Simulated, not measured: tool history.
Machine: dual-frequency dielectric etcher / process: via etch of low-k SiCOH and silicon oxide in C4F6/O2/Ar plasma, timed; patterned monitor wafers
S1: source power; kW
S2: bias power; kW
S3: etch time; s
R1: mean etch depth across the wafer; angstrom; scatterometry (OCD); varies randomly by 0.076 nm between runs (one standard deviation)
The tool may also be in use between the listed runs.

run	hour	S1	S2	S3	R1
1	0.0	0.300	0.196	24.5	524.01
2	1.4	0.290	0.187	24.5	503.70
3	8.2	0.290	0.218	24.5	540.35
4	16.7	0.290	0.218	24.5	539.61
5	18.5	0.280	0.208	24.5	518.49
6	25.3	0.280	0.237	24.5	550.21
7	30.4	0.270	0.225	24.5	526.70
8	31.7	0.210	0.186	24.0	402.98
9	35.1	0.200	0.186	24.0	389.16

For run 10, what comes out?
10	39.0	0.190	0.186	24.0	?

R1: 376.11 angstrom
